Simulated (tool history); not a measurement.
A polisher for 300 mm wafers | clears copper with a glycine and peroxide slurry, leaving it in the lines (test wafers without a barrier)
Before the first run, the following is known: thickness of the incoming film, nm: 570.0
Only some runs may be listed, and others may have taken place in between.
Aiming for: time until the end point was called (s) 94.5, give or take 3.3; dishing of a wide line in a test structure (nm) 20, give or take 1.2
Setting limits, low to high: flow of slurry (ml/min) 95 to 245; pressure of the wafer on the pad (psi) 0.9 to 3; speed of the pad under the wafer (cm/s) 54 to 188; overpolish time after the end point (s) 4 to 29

run  hour  flow of slurry (ml/min)  pressure of the wafer on the pad (psi)  speed of the pad under the wafer (cm/s)  overpolish time after the end point (s)  time until the end point was called (s)  dishing of a wide line in a test structure (nm)
  1     0                      155                                     1.9                                      120                                       15                                      120                                           49.833
  2   7.1                      155                                     1.8                                      130                                       13                                   119.63                                           45.489
  3  11.8                      155                                     2.2                                      130                                       13                                   102.09                                           50.509
  4  14.1                      145                                     2.3                                      128                                       12                                   99.403                                           48.274
  5  20.5                      135                                     2.4                                      120                                       11                                   104.73                                           45.008
  6  25.9                      135                                     2.4                                      120                                        8                                   105.83                                           33.728
  7  29.5                      150                                     2.4                                      118                                        7                                   104.11                                           30.483
  8  36.3                      195                                     2.1                                      124                                        4                                      104                                           18.351
  9  40.9                      200                                     2.2                                      124                                        4                                   99.819                                           18.395

5 candidate next runs follow, results not yet known. Just one meets every target within its allowed miss. Identify it.
  A  45.5                      180                                     1.7                                      160                                        4                                        ?                                                ?
  B  45.5                      205                                     2.1                                      124                                        4                                        ?                                                ?
  C  45.5                      230                                     2.3                                      116                                        5                                        ?                                                ?
  D  45.5                      180                                     2.3                                      132                                        4                                        ?                                                ?
  E  45.5                      215                                     2.3                                      112                                        4                                        ?                                                ?

move  time until the end point was called (s)  dishing of a wide line in a test structure (nm)
   A                                   103.74                                           18.703
   B                                   105.54                                           18.545
   C                                   101.99                                           23.471
   D                                   94.707                                           20.487
   E                                   105.82                                            18.55
A: further off than the last run
B: further off than the last run
C: further off than the last run
D: all results land within tolerance of their targets
E: further off than the last run
Answer: D
